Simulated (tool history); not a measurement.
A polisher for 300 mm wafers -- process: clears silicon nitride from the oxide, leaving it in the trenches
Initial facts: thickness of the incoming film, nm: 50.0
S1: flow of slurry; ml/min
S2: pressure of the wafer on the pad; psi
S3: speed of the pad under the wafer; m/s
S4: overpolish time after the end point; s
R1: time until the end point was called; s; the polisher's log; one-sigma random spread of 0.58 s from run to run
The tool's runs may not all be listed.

| run | hour | S1 | S2 | S3 | S4 | R1 |
|---|---|---|---|---|---|---|
| 1 | 0.0 | 215 | 2.4 | 0.82 | 9 | 80.794 |
| 2 | 3.6 | 215 | 2.4 | 0.70 | 9 | 94.151 |
| 3 | 10.7 | 180 | 2.4 | 0.70 | 9 | 96.373 |
| 4 | 17.9 | 185 | 2.7 | 0.70 | 9 | 87.777 |
| 5 | 23.7 | 195 | 3.0 | 0.72 | 9 | 74.674 |
| 6 | 30.4 | 195 | 2.5 | 0.72 | 9 | 90.276 |
| 7 | 38.0 | 205 | 2.8 | 0.72 | 9 | 80.551 |
| 8 | 40.7 | 210 | 3.1 | 0.72 | 9 | 72.420 |
| 9 | 46.5 | 215 | 3.3 | 0.72 | 9 | 67.168 |
| 10 | 50.0 | 215 | 3.3 | 0.72 | 9 | 66.731 |
| 11 | 52.8 | 220 | 3.4 | 0.72 | 9 | 65.967 |
| 12 | 61.1 | 220 | 3.5 | 0.74 | 9 | 62.518 |

Predict the results of run 13:
| 13 | 66.9 | 220 | 3.6 | 0.74 | 9 | ? |

Run 13 produced R1 60.417 s.
